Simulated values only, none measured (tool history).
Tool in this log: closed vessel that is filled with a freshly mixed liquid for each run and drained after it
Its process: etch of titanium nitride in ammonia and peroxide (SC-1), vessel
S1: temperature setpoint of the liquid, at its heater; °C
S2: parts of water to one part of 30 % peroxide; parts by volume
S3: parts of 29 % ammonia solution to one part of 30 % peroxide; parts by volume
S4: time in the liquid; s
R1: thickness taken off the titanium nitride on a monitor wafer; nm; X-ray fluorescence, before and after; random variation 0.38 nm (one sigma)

run,hour,S1,S2,S3,S4,R1
1,0,61,24,0.85,290,37.794
2,7.7,62.5,24,0.85,290,41.598
3,10.8,63.5,24,0.85,290,44.712
4,13,64.5,24,0.85,290,47.855
5,16.3,60.5,24,0.85,290,36.764
6,23.9,62,24,0.85,290,40.292

Predict the results of run 7:
7,32.6,63.5,24,0.85,290,?

Run 7 yielded R1 44.366 nm.
